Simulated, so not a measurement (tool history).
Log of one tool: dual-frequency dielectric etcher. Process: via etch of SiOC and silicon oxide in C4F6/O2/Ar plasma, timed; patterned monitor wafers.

run,day,source power (kW),bias power (kW),etch time (s),mean etch depth across the wafer (angstrom)
1,0.000,0.320,0.133,29.5,250.70
2,0.146,0.340,0.133,29.5,256.22
3,0.346,0.330,0.132,29.5,252.57
4,0.442,0.330,0.118,29.5,244.08
5,0.475,0.360,0.118,29.5,253.37
6,0.742,0.360,0.137,29.5,263.89
7,0.983,0.350,0.136,29.5,261.64
8,1.150,0.340,0.135,29.5,258.28
9,1.450,0.340,0.135,29.5,258.14

Run 10, settings as shown, results not yet in. Your forecast:
10,1.800,0.330,0.134,29.5,?

mean etch depth across the wafer (angstrom): 253.83

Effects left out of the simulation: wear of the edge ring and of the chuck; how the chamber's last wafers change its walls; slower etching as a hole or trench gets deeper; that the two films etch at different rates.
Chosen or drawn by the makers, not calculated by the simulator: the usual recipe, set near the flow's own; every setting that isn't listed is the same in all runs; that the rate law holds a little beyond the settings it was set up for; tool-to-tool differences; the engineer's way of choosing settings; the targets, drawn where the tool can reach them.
